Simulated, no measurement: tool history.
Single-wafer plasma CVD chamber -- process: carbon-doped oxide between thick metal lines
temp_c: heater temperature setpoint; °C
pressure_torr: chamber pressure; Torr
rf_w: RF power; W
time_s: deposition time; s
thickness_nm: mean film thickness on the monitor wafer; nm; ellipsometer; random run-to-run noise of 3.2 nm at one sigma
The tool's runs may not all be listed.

run,hour,temp_c,pressure_torr,rf_w,time_s,thickness_nm
1,0.0,345,6.54,670,159,960.66
2,2.9,347,6.37,655,159,936.49
3,11.6,339,6.37,655,159,961.85
4,12.9,342,6.15,645,159,940.17
5,18.0,349,6.15,645,159,919.38
6,23.5,351,6.00,640,159,907.17
7,26.9,353,5.88,635,159,893.30
8,29.3,353,5.88,635,159,895.93

Estimate the outcome of run 9 from the log above:
9,30.0,354,5.79,630,159,?

{"run 9": {"thickness_nm": 878.04}}

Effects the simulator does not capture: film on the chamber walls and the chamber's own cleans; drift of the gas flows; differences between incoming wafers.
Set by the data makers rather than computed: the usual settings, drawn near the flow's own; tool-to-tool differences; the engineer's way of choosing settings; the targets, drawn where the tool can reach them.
